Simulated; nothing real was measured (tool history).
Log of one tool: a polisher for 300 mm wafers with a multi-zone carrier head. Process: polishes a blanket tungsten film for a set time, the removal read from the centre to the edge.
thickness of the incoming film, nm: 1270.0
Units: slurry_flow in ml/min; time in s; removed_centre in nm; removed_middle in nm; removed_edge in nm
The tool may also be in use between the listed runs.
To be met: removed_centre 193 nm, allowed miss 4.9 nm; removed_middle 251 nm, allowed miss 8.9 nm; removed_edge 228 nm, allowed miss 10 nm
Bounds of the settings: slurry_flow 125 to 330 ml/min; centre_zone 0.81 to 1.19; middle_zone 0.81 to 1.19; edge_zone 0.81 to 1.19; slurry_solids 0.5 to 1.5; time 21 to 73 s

| run | hour | slurry_flow | centre_zone | middle_zone | edge_zone | slurry_solids | time | removed_centre | removed_middle | removed_edge |
|---|---|---|---|---|---|---|---|---|---|---|
| 1 | 0 | 210 | 1 | 1 | 1 | 1 | 47 | 230.34 | 228.16 | 222.36 |
| 2 | 5 | 210 | 0.97 | 1 | 1 | 1 | 47 | 227.16 | 229.22 | 223.29 |
| 3 | 8 | 200 | 0.95 | 1.02 | 1.01 | 1 | 47 | 218.89 | 227.38 | 226.46 |
| 4 | 12.4 | 200 | 1.01 | 1.02 | 1.01 | 1 | 47 | 231.71 | 231.4 | 221.76 |
| 5 | 21.3 | 200 | 0.94 | 1.02 | 1.01 | 1 | 47 | 216.24 | 232.53 | 220.83 |
| 6 | 23.5 | 200 | 0.94 | 1.02 | 1.01 | 1 | 41 | 188.53 | 203.74 | 194.84 |
| 7 | 28 | 210 | 0.93 | 1.04 | 1.03 | 1.05 | 41 | 191.38 | 212.17 | 206.3 |
| 8 | 32.5 | 220 | 0.92 | 1.06 | 1.03 | 1.05 | 41 | 189.71 | 210.72 | 199.86 |
| 9 | 35.4 | 160 | 0.84 | 1.16 | 1.1 | 1.3 | 44 | 185.39 | 247.04 | 229.19 |
| 10 | 37.8 | 165 | 0.84 | 1.16 | 1.1 | 1.3 | 44 | 185 | 249.65 | 231.51 |
| 11 | 40.6 | 170 | 0.84 | 1.16 | 1.1 | 1.3 | 44 | 186.1 | 248.15 | 230.84 |
| 12 | 42.5 | 175 | 0.84 | 1.16 | 1.1 | 1.3 | 44 | 185.51 | 251.44 | 225.26 |

Which of these 5 next moves meets every target?
| A | 44.4 | 185 | 0.86 | 1.15 | 1.06 | 1.2 | 45 | ? | ? | ? |
| B | 44.4 | 270 | 0.89 | 1.19 | 1 | 1.5 | 39 | ? | ? | ? |
| C | 44.4 | 160 | 0.86 | 1.12 | 1.13 | 1.3 | 43 | ? | ? | ? |
| D | 44.4 | 180 | 0.83 | 1.16 | 1.12 | 1.4 | 43 | ? | ? | ? |
| E | 44.4 | 160 | 0.87 | 1.1 | 1.18 | 1.35 | 42 | ? | ? | ? |

| move | removed_centre | removed_middle | removed_edge |
|---|---|---|---|
| A | 191.22 | 253.73 | 234.62 |
| B | 191.21 | 250.85 | 215.79 |
| C | 180.13 | 234.46 | 230.92 |
| D | 181.28 | 251.33 | 237.42 |
| E | 179.44 | 227.32 | 232.63 |
A: meets every target
B: brings the result that was furthest off to its target, and leaves another outside
C: further off than the last run
D: further off than the last run
E: further off than the last run
Answer: A
